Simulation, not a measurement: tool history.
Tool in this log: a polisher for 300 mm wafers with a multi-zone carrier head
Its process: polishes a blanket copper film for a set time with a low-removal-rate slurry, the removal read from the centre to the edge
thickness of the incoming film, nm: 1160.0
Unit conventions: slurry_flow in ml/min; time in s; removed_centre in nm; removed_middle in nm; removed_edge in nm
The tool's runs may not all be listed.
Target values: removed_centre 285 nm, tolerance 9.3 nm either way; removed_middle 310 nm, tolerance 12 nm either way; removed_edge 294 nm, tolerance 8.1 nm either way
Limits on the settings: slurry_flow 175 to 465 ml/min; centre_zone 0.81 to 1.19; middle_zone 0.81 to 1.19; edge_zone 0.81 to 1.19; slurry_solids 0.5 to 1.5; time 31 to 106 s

| run | hour | slurry_flow | centre_zone | middle_zone | edge_zone | slurry_solids | time | removed_centre | removed_middle | removed_edge |
|---|---|---|---|---|---|---|---|---|---|---|
| 1 | 0 | 295 | 1 | 1 | 1 | 1 | 68 | 251.41 | 251.2 | 251.32 |
| 2 | 3.2 | 300 | 1.01 | 1.02 | 1.02 | 1.05 | 68 | 253.91 | 260.91 | 254.47 |
| 3 | 11.3 | 300 | 1.01 | 1.02 | 1.02 | 0.85 | 68 | 243.89 | 252.8 | 248.89 |
| 4 | 16 | 300 | 1.01 | 1.02 | 1.02 | 0.7 | 68 | 231.6 | 241.3 | 237.48 |
| 5 | 21.4 | 300 | 1.08 | 1.02 | 1.02 | 0.7 | 68 | 251.77 | 233.96 | 231.8 |
| 6 | 27.8 | 230 | 1.08 | 1.02 | 1.02 | 0.7 | 68 | 237.91 | 233.93 | 230.01 |
| 7 | 28.5 | 245 | 1.08 | 1.04 | 1.04 | 0.75 | 68 | 239.88 | 241.76 | 234.87 |
| 8 | 35.7 | 260 | 1.08 | 1.05 | 1.06 | 0.8 | 68 | 251.95 | 252.34 | 245.36 |
| 9 | 43.1 | 275 | 1.08 | 1.06 | 1.08 | 0.8 | 68 | 249.44 | 252.92 | 248.24 |
| 10 | 50.1 | 285 | 1.08 | 1.08 | 1.1 | 0.85 | 68 | 253.46 | 258.2 | 256.84 |
| 11 | 53 | 325 | 1.08 | 1.18 | 1.11 | 1.1 | 71 | 286.52 | 317.61 | 284.15 |

Of the 5 settings listed for the next run, only one would bring every result within its allowed miss of target. Which one?
| A | 55.9 | 245 | 0.97 | 1.01 | 1.18 | 1.3 | 73 | ? | ? | ? |
| B | 55.9 | 295 | 1.1 | 1.19 | 0.91 | 1.3 | 73 | ? | ? | ? |
| C | 55.9 | 380 | 1.08 | 1.16 | 1.17 | 1.1 | 70 | ? | ? | ? |
| D | 55.9 | 330 | 1.08 | 1.04 | 1.18 | 1 | 72 | ? | ? | ? |
| E | 55.9 | 315 | 1.09 | 1.19 | 1.09 | 1.1 | 70 | ? | ? | ? |

| move | removed_centre | removed_middle | removed_edge |
|---|---|---|---|
| A | 271.59 | 290.26 | 305.98 |
| B | 309.16 | 341.52 | 273.23 |
| C | 288.51 | 315.7 | 290.68 |
| D | 286.29 | 285.92 | 291.65 |
| E | 285.41 | 317.37 | 276.61 |
A: takes the biggest miss from the last run beyond its target
B: misses by more than the last run did
C: in spec on every target
D: meets the target for the result that was furthest off, but another lies outside its allowed miss
E: misses by more than the last run did
Move C is the one to make.

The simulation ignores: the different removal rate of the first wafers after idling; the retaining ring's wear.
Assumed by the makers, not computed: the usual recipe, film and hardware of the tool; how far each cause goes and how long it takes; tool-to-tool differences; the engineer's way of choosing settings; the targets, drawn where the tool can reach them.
